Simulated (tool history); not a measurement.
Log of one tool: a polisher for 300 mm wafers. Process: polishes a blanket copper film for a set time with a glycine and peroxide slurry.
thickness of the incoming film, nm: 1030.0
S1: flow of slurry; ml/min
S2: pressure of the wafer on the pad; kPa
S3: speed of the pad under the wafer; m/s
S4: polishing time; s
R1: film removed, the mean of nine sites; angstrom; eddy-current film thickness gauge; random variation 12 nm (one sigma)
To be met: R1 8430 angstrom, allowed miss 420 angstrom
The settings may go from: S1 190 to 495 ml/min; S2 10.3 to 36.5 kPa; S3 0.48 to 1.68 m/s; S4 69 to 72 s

{"run": 1, "hour": 0.0, "S1": 320, "S2": 23.4, "S3": 1.08, "S4": 69, "R1": 5149.9}
{"run": 2, "hour": 8.5, "S1": 320, "S2": 23.4, "S3": 0.9, "S4": 69, "R1": 4368}
{"run": 3, "hour": 16.9, "S1": 320, "S2": 24.8, "S3": 0.92, "S4": 69, "R1": 4469.2}
{"run": 4, "hour": 19.4, "S1": 320, "S2": 24.8, "S3": 1.18, "S4": 69, "R1": 5475.6}
{"run": 5, "hour": 22.0, "S1": 320, "S2": 24.8, "S3": 1, "S4": 69, "R1": 4921.6}
{"run": 6, "hour": 25.9, "S1": 320, "S2": 24.8, "S3": 1, "S4": 69, "R1": 4916.4}
{"run": 7, "hour": 28.8, "S1": 320, "S2": 26.2, "S3": 1.04, "S4": 69, "R1": 5305.8}
{"run": 8, "hour": 35.3, "S1": 320, "S2": 27.6, "S3": 1.06, "S4": 69, "R1": 5503.4}
{"run": 9, "hour": 36.7, "S1": 320, "S2": 28.3, "S3": 1.08, "S4": 69, "R1": 5813.3}
{"run": 10, "hour": 38.8, "S1": 320, "S2": 29, "S3": 1.1, "S4": 69, "R1": 5936}
{"run": 11, "hour": 41.7, "S1": 320, "S2": 29.6, "S3": 1.12, "S4": 69, "R1": 6245.8}
{"run": 12, "hour": 42.5, "S1": 320, "S2": 30.3, "S3": 1.14, "S4": 69, "R1": 6487.3}
{"run": 13, "hour": 50.0, "S1": 320, "S2": 31, "S3": 1.16, "S4": 69, "R1": 6540}

Which of these 4 next moves meets every target?
{"run": "A", "hour": 57.5, "S1": 360, "S2": 36.5, "S3": 1.38, "S4": 72, "R1": "?"}
{"run": "B", "hour": 57.5, "S1": 315, "S2": 36.5, "S3": 1.24, "S4": 72, "R1": "?"}
{"run": "C", "hour": 57.5, "S1": 220, "S2": 32.4, "S3": 1.24, "S4": 72, "R1": "?"}
{"run": "D", "hour": 57.5, "S1": 320, "S2": 34.5, "S3": 1.46, "S4": 72, "R1": "?"}

move=A R1=9150
move=B R1=8210.2
move=C R1=7191.9
move=D R1=9100.2
A: takes the result that was furthest off past its target
B: meets every target
C: nearer than the last run, and not there yet
D: takes the result that was furthest off past its target
Move B is the one to make.
